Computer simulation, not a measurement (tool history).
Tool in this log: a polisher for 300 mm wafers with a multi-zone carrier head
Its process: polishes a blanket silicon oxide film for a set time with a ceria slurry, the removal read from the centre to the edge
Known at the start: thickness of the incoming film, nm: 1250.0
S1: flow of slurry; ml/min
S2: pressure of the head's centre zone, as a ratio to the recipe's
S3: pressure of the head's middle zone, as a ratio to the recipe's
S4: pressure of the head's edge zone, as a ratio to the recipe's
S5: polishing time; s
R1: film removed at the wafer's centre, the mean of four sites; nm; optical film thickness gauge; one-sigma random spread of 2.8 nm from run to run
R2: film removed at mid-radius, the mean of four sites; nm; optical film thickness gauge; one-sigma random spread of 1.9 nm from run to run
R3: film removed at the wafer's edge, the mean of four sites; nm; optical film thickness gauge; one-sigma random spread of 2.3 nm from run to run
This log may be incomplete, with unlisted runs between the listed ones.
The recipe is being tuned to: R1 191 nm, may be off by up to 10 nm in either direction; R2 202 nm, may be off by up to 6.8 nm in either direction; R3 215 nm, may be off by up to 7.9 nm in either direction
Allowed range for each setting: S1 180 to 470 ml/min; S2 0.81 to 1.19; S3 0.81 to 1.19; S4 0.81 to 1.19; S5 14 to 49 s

run  hour   S1    S2    S3    S4  S5      R1      R2      R3
  1     0  300     1     1     1  31  145.67  139.45  144.35
  2   8.1  300     1  1.05     1  31  148.77  144.97  146.54
  3   9.9  300     1  1.05     1  25  114.39  117.86   116.6
  4  11.6  300  0.98  1.07  1.04  29  129.94     137  139.22
  5  17.9  305  0.99  1.09  1.07  31   147.8  146.29  147.24
  6  24.6  305  0.94  1.09  1.07  31  133.02  147.88  148.96
  7  31.5  300  0.93  1.09  1.08  34  146.32  165.75  162.48
  8  39.4  305  0.93  1.07  1.11  36  157.04  172.96  175.11
  9  46.3  305  0.93  1.06  1.13  37  163.91   172.5  180.77
 10  54.7  305  0.92  1.06  1.14  38  161.07  178.84  189.92
 11  57.1  310  0.93  1.07  1.15  39  166.52  187.12  192.62

Pick the move, out of 5, that brings all results within their allowed miss; only one does.
  A  59.5  245  1.05  0.88  1.19  41   ?   ?   ?
  B  59.5  300  0.94  1.06  1.15  43   ?   ?   ?
  C  59.5  265  0.92  1.11  1.02  37   ?   ?   ?
  D  59.5  300  0.82  1.08  1.05  38   ?   ?   ?
  E  59.5  270  1.19  1.01  1.03  38   ?   ?   ?

move      R1      R2      R3
   A  194.26  167.59  204.58
   B  188.55   205.5  214.31
   C  156.76   180.6   172.8
   D  146.82  184.25  181.63
   E  205.32  173.19  178.72
A: lands further from the targets than the last run did
B: all results in spec
C: lands further from the targets than the last run did
D: lands further from the targets than the last run did
E: lands further from the targets than the last run did
B is the move that brings every result within its allowed miss.
